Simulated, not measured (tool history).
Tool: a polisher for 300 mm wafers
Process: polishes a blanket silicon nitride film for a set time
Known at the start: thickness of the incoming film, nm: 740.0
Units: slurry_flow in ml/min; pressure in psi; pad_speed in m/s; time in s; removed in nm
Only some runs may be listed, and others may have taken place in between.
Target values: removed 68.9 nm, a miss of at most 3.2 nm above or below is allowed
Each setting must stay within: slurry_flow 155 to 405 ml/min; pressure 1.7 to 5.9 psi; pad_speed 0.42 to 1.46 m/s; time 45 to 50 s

run	hour	slurry_flow	pressure	pad_speed	time	removed
1	0	260	3.8	0.94	50	95.271
2	3.4	290	3.8	0.94	50	97.283
3	9.6	290	3.5	0.94	50	87.48
4	14.2	290	3.5	0.94	45	80.436
5	21.2	290	3.5	0.84	45	72.283
6	24.4	290	3.5	0.84	50	82.007
7	32	290	3.4	0.84	50	78.583
8	39.6	290	3.3	0.84	50	78.189
9	41.6	290	2.7	0.82	50	63.67
10	42.2	290	2.8	0.82	50	65.146

5 next moves are on the table. One of them brings every result within its allowed miss. Which?
A	42.8	310	2.7	0.98	49	?
B	42.8	270	2.6	0.8	50	?
C	42.8	260	3.1	0.92	50	?
D	42.8	335	3	0.98	49	?
E	42.8	300	2.5	0.9	50	?

move	removed
A	69.4
B	58.564
C	76.053
D	77.304
E	61.808
A: all results land within tolerance of their targets
B: its largest miss is bigger than the last run's
C: the result that was furthest off in the last run now lies on the other side of its target
D: the result that was furthest off in the last run now lies on the other side of its target
E: its largest miss is bigger than the last run's
Move A is the one to make.
